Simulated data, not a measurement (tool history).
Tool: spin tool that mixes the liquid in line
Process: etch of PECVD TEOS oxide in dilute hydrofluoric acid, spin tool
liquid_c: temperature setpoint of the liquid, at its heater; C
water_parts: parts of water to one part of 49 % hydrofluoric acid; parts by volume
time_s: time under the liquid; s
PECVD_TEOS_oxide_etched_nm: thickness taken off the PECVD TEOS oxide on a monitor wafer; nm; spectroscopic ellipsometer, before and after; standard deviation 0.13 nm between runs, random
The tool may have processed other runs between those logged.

run  hour  liquid_c  water_parts  time_s  PECVD_TEOS_oxide_etched_nm
  1   0.0      25.0          115     105                     10.9270
  2   1.9      25.0          150     105                      8.0025
  3   2.7      23.0          150     105                      7.5462
  4   7.3      24.0          140     105                      8.3642
  5  13.6      24.0          100     105                     12.4710
  6  21.3      22.5          100     105                     11.6210
  7  28.2      23.5           95     105                     12.8080

Estimate the outcome of run 8 from the log above:
  8  29.5      27.5           85     105                           ?

PECVD_TEOS_oxide_etched_nm: 17.1240 nm

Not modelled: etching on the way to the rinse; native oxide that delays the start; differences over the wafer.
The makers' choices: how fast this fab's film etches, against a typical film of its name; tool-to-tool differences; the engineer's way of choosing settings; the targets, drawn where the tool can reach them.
